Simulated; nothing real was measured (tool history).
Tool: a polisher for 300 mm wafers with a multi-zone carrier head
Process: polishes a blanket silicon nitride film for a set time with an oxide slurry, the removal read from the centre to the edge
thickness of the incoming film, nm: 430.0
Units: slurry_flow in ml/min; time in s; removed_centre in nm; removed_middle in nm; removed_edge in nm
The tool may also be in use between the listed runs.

run 1 hour=0.0 | slurry_flow=295 centre_zone=1.00 middle_zone=1.00 edge_zone=1.00 slurry_solids=1.00 time=36 | removed_centre=29.392 removed_middle=28.911 removed_edge=28.461
run 2 hour=3.0 | slurry_flow=220 centre_zone=1.00 middle_zone=1.00 edge_zone=1.00 slurry_solids=1.00 time=36 | removed_centre=27.731 removed_middle=27.628 removed_edge=27.751
run 3 hour=8.0 | slurry_flow=260 centre_zone=1.04 middle_zone=1.05 edge_zone=1.04 slurry_solids=1.15 time=37 | removed_centre=32.847 removed_middle=32.515 removed_edge=31.992
run 4 hour=16.9 | slurry_flow=325 centre_zone=1.04 middle_zone=1.05 edge_zone=1.04 slurry_solids=1.15 time=37 | removed_centre=33.821 removed_middle=32.781 removed_edge=32.950
run 5 hour=22.0 | slurry_flow=330 centre_zone=1.07 middle_zone=1.09 edge_zone=1.02 slurry_solids=1.25 time=38 | removed_centre=37.433 removed_middle=37.958 removed_edge=35.433
run 6 hour=24.1 | slurry_flow=330 centre_zone=1.11 middle_zone=1.09 edge_zone=1.02 slurry_solids=1.25 time=38 | removed_centre=39.103 removed_middle=37.348 removed_edge=34.347
run 7 hour=30.7 | slurry_flow=365 centre_zone=1.15 middle_zone=1.18 edge_zone=1.12 slurry_solids=1.50 time=39 | removed_centre=45.151 removed_middle=44.553 removed_edge=39.798

Run 8 comes next. What will it give?
run 8 hour=33.2 | slurry_flow=370 centre_zone=1.16 middle_zone=1.18 edge_zone=1.12 slurry_solids=1.50 time=39 | removed_centre=? removed_middle=? removed_edge=?

{"run 8": {"removed_centre": 45.559, "removed_middle": 43.511, "removed_edge": 39.554}}

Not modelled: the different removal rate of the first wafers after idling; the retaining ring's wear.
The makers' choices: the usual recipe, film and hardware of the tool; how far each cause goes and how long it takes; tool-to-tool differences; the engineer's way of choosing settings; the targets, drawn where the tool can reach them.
